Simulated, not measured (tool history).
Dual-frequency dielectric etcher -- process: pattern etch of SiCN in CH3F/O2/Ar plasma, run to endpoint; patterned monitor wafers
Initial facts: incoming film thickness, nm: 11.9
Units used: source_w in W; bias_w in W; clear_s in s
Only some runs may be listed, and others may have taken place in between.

run 1 hour=0.0 | source_w=450 bias_w=88 | clear_s=28.990
run 2 hour=5.8 | source_w=450 bias_w=97 | clear_s=28.553
run 3 hour=6.8 | source_w=470 bias_w=99 | clear_s=27.779
run 4 hour=8.6 | source_w=490 bias_w=100 | clear_s=27.408
run 5 hour=11.9 | source_w=500 bias_w=101 | clear_s=26.989
run 6 hour=19.0 | source_w=500 bias_w=85 | clear_s=28.153
run 7 hour=25.4 | source_w=520 bias_w=87 | clear_s=27.371

The next listed run, before its measurement:
run 8 hour=26.6 | source_w=530 bias_w=88 | clear_s=?

clear_s: 27.374 s
